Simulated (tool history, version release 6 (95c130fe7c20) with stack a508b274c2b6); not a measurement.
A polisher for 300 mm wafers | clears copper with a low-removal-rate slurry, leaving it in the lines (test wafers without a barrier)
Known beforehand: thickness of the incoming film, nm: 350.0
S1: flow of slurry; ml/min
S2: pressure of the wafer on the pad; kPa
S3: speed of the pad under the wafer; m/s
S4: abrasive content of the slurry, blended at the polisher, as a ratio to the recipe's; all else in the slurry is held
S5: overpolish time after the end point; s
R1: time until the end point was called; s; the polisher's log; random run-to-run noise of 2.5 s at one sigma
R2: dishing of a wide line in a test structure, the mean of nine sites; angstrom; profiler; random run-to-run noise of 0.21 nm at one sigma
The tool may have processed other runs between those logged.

run    day   S1    S2    S3  S4  S5      R1      R2
  1      0  305  15.9  0.98   1  13  180.24  187.24
  2  0.146  305  15.9  0.98   1  19  177.84   268.3
  3  0.421  305  15.9  0.98   1  23  179.24   315.5
  4  0.483  305  15.9   1.2   1  23  155.24  370.95
  5  0.825  305  14.5   1.2   1  23  167.25  333.63
  6    1.1  345  14.5   1.2   1  23  157.62  342.49
  7  1.329  380  13.8  1.24   1  19  166.21  287.05
  8   1.65  385  14.5  1.26   1  14  156.43  227.72

What will run 9 give?
  9  1.992  380  14.5  1.28   1  12   ?   ?

Run 9 produced R1 147.94 s, R2 206.69 angstrom.
